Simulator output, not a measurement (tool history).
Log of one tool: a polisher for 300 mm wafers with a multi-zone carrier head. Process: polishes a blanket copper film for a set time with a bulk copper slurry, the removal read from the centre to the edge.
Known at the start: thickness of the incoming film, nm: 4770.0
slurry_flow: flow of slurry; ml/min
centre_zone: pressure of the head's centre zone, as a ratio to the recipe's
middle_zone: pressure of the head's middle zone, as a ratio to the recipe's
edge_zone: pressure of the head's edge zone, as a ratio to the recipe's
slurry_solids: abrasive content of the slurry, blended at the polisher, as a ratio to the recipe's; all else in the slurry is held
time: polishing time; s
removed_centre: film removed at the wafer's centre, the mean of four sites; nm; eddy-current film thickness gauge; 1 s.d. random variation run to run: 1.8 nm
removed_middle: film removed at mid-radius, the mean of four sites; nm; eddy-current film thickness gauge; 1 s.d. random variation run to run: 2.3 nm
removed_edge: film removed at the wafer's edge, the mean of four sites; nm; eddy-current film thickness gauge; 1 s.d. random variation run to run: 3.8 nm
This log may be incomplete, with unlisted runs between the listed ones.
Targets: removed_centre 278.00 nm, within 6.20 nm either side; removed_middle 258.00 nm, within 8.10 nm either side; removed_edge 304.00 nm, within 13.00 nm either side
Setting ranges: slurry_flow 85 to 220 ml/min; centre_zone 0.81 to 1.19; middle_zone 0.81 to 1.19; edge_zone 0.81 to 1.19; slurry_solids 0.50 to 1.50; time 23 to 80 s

| run | hour | slurry_flow | centre_zone | middle_zone | edge_zone | slurry_solids | time | removed_centre | removed_middle | removed_edge |
|---|---|---|---|---|---|---|---|---|---|---|
| 1 | 0.0 | 140 | 1.00 | 1.00 | 1.00 | 1.00 | 51 | 544.89 | 553.18 | 558.96 |
| 2 | 7.0 | 135 | 0.99 | 0.97 | 0.99 | 0.90 | 47 | 484.04 | 494.87 | 483.57 |
| 3 | 13.2 | 135 | 0.99 | 0.90 | 0.99 | 0.90 | 47 | 486.35 | 461.57 | 489.85 |
| 4 | 14.1 | 135 | 1.05 | 0.90 | 0.99 | 0.90 | 47 | 512.14 | 456.18 | 493.67 |
| 5 | 19.0 | 135 | 1.09 | 0.90 | 0.99 | 0.90 | 47 | 526.27 | 458.44 | 495.58 |
| 6 | 26.9 | 135 | 1.09 | 0.90 | 0.99 | 0.90 | 39 | 430.63 | 379.21 | 402.23 |
| 7 | 35.9 | 125 | 1.07 | 0.88 | 1.01 | 0.85 | 37 | 394.81 | 344.18 | 385.04 |
| 8 | 44.6 | 120 | 1.05 | 0.87 | 1.01 | 0.80 | 36 | 372.08 | 325.64 | 366.56 |
| 9 | 52.0 | 115 | 1.03 | 0.86 | 1.01 | 0.75 | 35 | 350.72 | 309.46 | 350.35 |
| 10 | 60.5 | 110 | 1.01 | 0.85 | 1.01 | 0.70 | 35 | 331.70 | 298.21 | 338.65 |
| 11 | 68.9 | 105 | 1.00 | 0.84 | 1.01 | 0.65 | 35 | 320.66 | 291.31 | 332.10 |
| 12 | 75.4 | 100 | 0.99 | 0.83 | 1.01 | 0.60 | 35 | 308.55 | 277.35 | 317.27 |
| 13 | 76.7 | 95 | 0.98 | 0.83 | 1.02 | 0.60 | 35 | 306.17 | 275.01 | 318.93 |
| 14 | 84.2 | 95 | 0.97 | 0.83 | 1.02 | 0.60 | 35 | 304.30 | 276.49 | 320.52 |
| 15 | 89.4 | 95 | 0.96 | 0.83 | 1.02 | 0.60 | 35 | 300.08 | 277.33 | 330.10 |
| 16 | 90.7 | 90 | 0.95 | 0.82 | 1.00 | 0.55 | 35 | 288.83 | 260.74 | 310.99 |

Consider the 4 candidate settings below. Which is the only one whose results all fall within their allowed miss of target?
| A | 92.0 | 90 | 0.94 | 0.82 | 0.98 | 0.80 | 32 | ? | ? | ? |
| B | 92.0 | 125 | 1.00 | 0.83 | 1.05 | 0.50 | 32 | ? | ? | ? |
| C | 92.0 | 90 | 1.00 | 0.83 | 0.98 | 0.60 | 34 | ? | ? | ? |
| D | 92.0 | 95 | 0.99 | 0.83 | 0.96 | 0.50 | 36 | ? | ? | ? |

| move | removed_centre | removed_middle | removed_edge |
|---|---|---|---|
| A | 281.19 | 258.85 | 310.04 |
| B | 291.33 | 254.78 | 303.51 |
| C | 296.97 | 262.31 | 311.13 |
| D | 305.31 | 271.45 | 318.40 |
A: all results land within tolerance of their targets
B: misses by more than the last run did
C: misses by more than the last run did
D: misses by more than the last run did
Answer: A

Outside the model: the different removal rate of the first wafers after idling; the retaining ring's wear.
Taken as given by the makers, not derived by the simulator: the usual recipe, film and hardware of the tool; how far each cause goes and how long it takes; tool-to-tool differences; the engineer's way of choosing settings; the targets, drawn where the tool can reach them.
